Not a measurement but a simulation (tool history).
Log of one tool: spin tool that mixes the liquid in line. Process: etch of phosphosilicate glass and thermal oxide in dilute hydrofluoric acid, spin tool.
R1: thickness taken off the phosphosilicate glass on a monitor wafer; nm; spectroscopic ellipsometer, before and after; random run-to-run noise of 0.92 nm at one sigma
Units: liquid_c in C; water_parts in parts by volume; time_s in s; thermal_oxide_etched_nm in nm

Run 1, hour 0: liquid_c 24 C, water_parts 295 parts by volume, time_s 180 s. Result: R1 29.269 nm, thermal_oxide_etched_nm 2.115 nm.
Run 2, hour 5.7: liquid_c 24 C, water_parts 220 parts by volume, time_s 180 s. Result: R1 42.297 nm, thermal_oxide_etched_nm 3.0645 nm.
Run 3, hour 14.4: liquid_c 26 C, water_parts 220 parts by volume, time_s 180 s. Result: R1 45.63 nm, thermal_oxide_etched_nm 3.2576 nm.
Run 4, hour 22.3: liquid_c 26 C, water_parts 220 parts by volume, time_s 250 s. Result: R1 63.945 nm, thermal_oxide_etched_nm 4.606 nm.
Run 5, hour 26.9: liquid_c 27.5 C, water_parts 175 parts by volume, time_s 250 s. Result: R1 88.167 nm, thermal_oxide_etched_nm 6.3895 nm.
Run 6, hour 29.2: liquid_c 29 C, water_parts 155 parts by volume, time_s 250 s. Result: R1 109.17 nm, thermal_oxide_etched_nm 7.7835 nm.

The next listed run, before its measurement:
Run 7, hour 32.4: liquid_c 30 C, water_parts 145 parts by volume, time_s 250 s. Result: R1 ?, thermal_oxide_etched_nm ?.

R1: 122.39 nm
thermal_oxide_etched_nm: 8.697 nm
